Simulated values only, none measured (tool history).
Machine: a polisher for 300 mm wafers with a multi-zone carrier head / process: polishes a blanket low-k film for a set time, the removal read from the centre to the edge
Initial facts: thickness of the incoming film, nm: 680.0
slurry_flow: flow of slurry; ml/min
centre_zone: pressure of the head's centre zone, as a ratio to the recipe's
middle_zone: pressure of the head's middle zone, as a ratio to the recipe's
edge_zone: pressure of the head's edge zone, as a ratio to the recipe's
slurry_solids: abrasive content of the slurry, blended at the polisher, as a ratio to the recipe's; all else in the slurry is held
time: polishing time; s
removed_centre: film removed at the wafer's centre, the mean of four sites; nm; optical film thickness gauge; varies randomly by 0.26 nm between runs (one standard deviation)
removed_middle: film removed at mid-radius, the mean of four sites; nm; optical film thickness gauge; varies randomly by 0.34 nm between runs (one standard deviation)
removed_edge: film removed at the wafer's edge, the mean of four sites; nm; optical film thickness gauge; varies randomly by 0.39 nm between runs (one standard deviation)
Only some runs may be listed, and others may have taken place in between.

run,hour,slurry_flow,centre_zone,middle_zone,edge_zone,slurry_solids,time,removed_centre,removed_middle,removed_edge
1,0.0,150,1.00,1.00,1.00,1.00,53,40.211,37.530,36.166
2,5.9,150,0.93,1.00,1.00,1.00,53,36.748,37.316,35.680
3,10.3,170,0.93,1.00,1.00,1.00,53,38.185,38.030,36.797
4,14.5,170,0.93,1.00,1.08,1.00,53,37.997,38.100,38.277
5,19.8,180,0.93,1.01,1.10,1.00,53,38.462,38.283,38.109
6,27.8,180,0.93,1.01,1.15,1.00,53,38.077,39.234,38.677
7,33.4,185,0.92,1.00,1.16,1.05,53,38.783,38.774,39.996

The next listed run, before its measurement:
8,40.3,190,0.91,1.01,1.17,1.05,53,?,?,?

Run 8 produced removed_centre 38.572 nm, removed_middle 39.746 nm, removed_edge 40.204 nm.
